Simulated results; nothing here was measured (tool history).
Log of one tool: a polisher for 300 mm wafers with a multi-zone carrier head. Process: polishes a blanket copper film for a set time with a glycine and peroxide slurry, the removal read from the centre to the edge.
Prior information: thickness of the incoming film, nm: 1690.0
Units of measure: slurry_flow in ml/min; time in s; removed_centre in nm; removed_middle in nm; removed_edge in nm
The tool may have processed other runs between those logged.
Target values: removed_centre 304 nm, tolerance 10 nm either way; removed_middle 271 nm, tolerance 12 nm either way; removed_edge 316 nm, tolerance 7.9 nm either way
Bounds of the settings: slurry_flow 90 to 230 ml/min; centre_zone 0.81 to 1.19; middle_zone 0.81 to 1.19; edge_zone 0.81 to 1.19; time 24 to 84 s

| run | day | slurry_flow | centre_zone | middle_zone | edge_zone | time | removed_centre | removed_middle | removed_edge |
|---|---|---|---|---|---|---|---|---|---|
| 1 | 0 | 150 | 1 | 1 | 1 | 54 | 332.79 | 341.22 | 337.58 |
| 2 | 0.217 | 150 | 1 | 1 | 0.93 | 54 | 332.43 | 339.59 | 322.4 |
| 3 | 0.371 | 150 | 1 | 1 | 0.93 | 66 | 403.24 | 424.9 | 393.67 |
| 4 | 0.712 | 170 | 1 | 1 | 0.93 | 66 | 412.06 | 429.92 | 399.25 |
| 5 | 1.088 | 170 | 1 | 1 | 0.99 | 66 | 410.24 | 426.01 | 413.16 |
| 6 | 1.179 | 170 | 1 | 1.07 | 0.99 | 66 | 410.05 | 445.97 | 412.83 |
| 7 | 1.471 | 165 | 1 | 1.02 | 1 | 62 | 390.88 | 404.87 | 387.6 |
| 8 | 1.821 | 160 | 0.99 | 0.97 | 1.01 | 59 | 358.73 | 361.7 | 368.5 |
| 9 | 2.112 | 160 | 0.99 | 0.97 | 1.01 | 59 | 358.21 | 370.2 | 369.65 |
| 10 | 2.462 | 155 | 1 | 0.93 | 1.02 | 57 | 358.44 | 339.08 | 360.65 |
| 11 | 2.492 | 115 | 0.91 | 0.83 | 0.92 | 53 | 288.47 | 269.88 | 304.84 |
| 12 | 2.821 | 120 | 0.92 | 0.83 | 0.93 | 53 | 288.43 | 272.22 | 311.67 |
| 13 | 3.1 | 120 | 0.93 | 0.83 | 0.93 | 53 | 294.57 | 269.3 | 304.42 |

Pick the move, out of 4, that brings all results within their allowed miss; only one does.
| A | 3.379 | 130 | 0.95 | 0.88 | 0.94 | 51 | ? | ? | ? |
| B | 3.379 | 135 | 0.96 | 0.86 | 0.9 | 51 | ? | ? | ? |
| C | 3.379 | 130 | 0.81 | 0.82 | 0.93 | 53 | ? | ? | ? |
| D | 3.379 | 150 | 0.93 | 0.81 | 0.96 | 52 | ? | ? | ? |

| move | removed_centre | removed_middle | removed_edge |
|---|---|---|---|
| A | 289.54 | 280.88 | 302.54 |
| B | 294.16 | 277.7 | 298.19 |
| C | 269.42 | 275.6 | 313.09 |
| D | 299.81 | 275.01 | 318.01 |
A: moves away from the targets compared with the last run
B: moves away from the targets compared with the last run
C: gets the furthest-off result to its target, but another result is out of tolerance
D: every result lands within tolerance
The right move is D.
